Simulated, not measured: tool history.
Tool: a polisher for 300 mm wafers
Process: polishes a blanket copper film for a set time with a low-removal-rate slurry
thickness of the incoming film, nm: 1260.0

| run | day | flow of slurry (ml/min) | pressure of the wafer on the pad (psi) | speed of the pad under the wafer (m/s) | abrasive content of the slurry | polishing time (s) | film removed (angstrom) |
|---|---|---|---|---|---|---|---|
| 1 | 0 | 295 | 2.3 | 1.3 | 1 | 50 | 1569.7 |
| 2 | 0.196 | 295 | 2.4 | 1.3 | 1 | 50 | 1657.8 |
| 3 | 0.267 | 295 | 2.8 | 1.3 | 1 | 50 | 1920.9 |
| 4 | 0.558 | 295 | 2.9 | 1.3 | 1 | 50 | 1993.6 |
| 5 | 0.608 | 255 | 2.9 | 1.3 | 1 | 50 | 1950.7 |
| 6 | 0.838 | 265 | 2.9 | 1.3 | 1 | 50 | 1961.8 |

Run 7 comes next. What will it give?
| 7 | 1.183 | 275 | 2.9 | 1.3 | 1 | 50 | ? |

film removed (angstrom): 1964
